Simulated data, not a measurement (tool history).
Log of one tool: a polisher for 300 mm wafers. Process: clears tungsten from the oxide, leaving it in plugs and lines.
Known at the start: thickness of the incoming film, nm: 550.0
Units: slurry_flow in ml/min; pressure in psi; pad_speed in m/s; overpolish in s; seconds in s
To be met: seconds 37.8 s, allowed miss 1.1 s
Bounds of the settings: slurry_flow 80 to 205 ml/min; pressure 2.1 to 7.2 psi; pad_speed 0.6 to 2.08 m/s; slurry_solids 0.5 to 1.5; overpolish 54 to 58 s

run	hour	slurry_flow	pressure	pad_speed	slurry_solids	overpolish	seconds
1	0	135	4.6	1.34	1	54	60.129
2	4.8	140	4.8	1.34	1	54	57.592
3	8.1	155	4.8	1.34	1	54	57.242
4	10.1	155	4.8	1.34	1	58	56.285
5	12	155	4.8	1.34	0.9	58	57.283
6	20.9	155	4.8	1.34	0.9	58	57.713
7	26.6	155	5	1.34	0.9	58	55.426
8	35.4	155	5.2	1.34	0.9	58	53.3
9	37.3	155	5.4	1.34	0.9	58	51.147
10	43.2	180	6.7	1.36	0.9	58	40.015

Which of these 5 next moves meets every target?
A	49.1	170	6.7	1.44	0.75	54	?
B	49.1	185	7	1.34	0.8	58	?
C	49.1	175	6.9	1.2	0.95	56	?
D	49.1	185	6.9	1.4	0.9	58	?
E	49.1	165	7.2	1.2	0.95	58	?

move	seconds
A	39.864
B	39.7
C	43.255
D	37.955
E	41.863
A: nearer than the last run, and not there yet
B: nearer than the last run, and not there yet
C: further off than the last run
D: meets every target
E: further off than the last run
Answer: D
